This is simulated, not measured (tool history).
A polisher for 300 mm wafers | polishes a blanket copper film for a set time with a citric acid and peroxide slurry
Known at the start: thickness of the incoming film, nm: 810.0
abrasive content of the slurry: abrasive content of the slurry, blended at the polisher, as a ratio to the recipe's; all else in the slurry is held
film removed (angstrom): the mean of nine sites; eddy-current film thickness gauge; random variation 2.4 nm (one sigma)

| run | hour | flow of slurry (ml/min) | pressure of the wafer on the pad (kPa) | speed of the pad under the wafer (cm/s) | abrasive content of the slurry | polishing time (s) | film removed (angstrom) |
|---|---|---|---|---|---|---|---|
| 1 | 0 | 130 | 21.4 | 124 | 1 | 36 | 992.44 |
| 2 | 1.9 | 130 | 21.4 | 124 | 0.85 | 36 | 921.04 |
| 3 | 4.2 | 130 | 21.4 | 124 | 0.85 | 36 | 941.48 |
| 4 | 12.3 | 130 | 23.4 | 126 | 0.85 | 36 | 1026.7 |
| 5 | 20.7 | 130 | 23.4 | 126 | 0.7 | 36 | 1000.5 |
| 6 | 29.1 | 130 | 25.5 | 130 | 0.7 | 36 | 1071.2 |
| 7 | 33 | 135 | 26.9 | 136 | 0.7 | 36 | 1176.8 |
| 8 | 36.7 | 135 | 28.3 | 142 | 0.7 | 36 | 1261.3 |
| 9 | 41.5 | 135 | 29 | 148 | 0.7 | 36 | 1347.1 |
| 10 | 47.9 | 135 | 29.6 | 152 | 0.7 | 36 | 1424.9 |
| 11 | 55.8 | 135 | 30.3 | 156 | 0.7 | 36 | 1479.3 |
| 12 | 64.4 | 135 | 31 | 160 | 0.7 | 36 | 1515.4 |
| 13 | 70 | 140 | 31.7 | 164 | 0.7 | 36 | 1584.8 |
| 14 | 74 | 140 | 32.4 | 168 | 0.7 | 36 | 1677.6 |
| 15 | 75.7 | 140 | 32.4 | 170 | 0.7 | 36 | 1712 |
| 16 | 82.2 | 140 | 32.4 | 172 | 0.7 | 36 | 1715.5 |
| 17 | 90.2 | 140 | 32.4 | 174 | 0.7 | 36 | 1708.6 |

The next listed run, before its measurement:
| 18 | 91.8 | 140 | 32.4 | 176 | 0.7 | 36 | ? |

Run 18 gave film removed (angstrom) 1743.3.
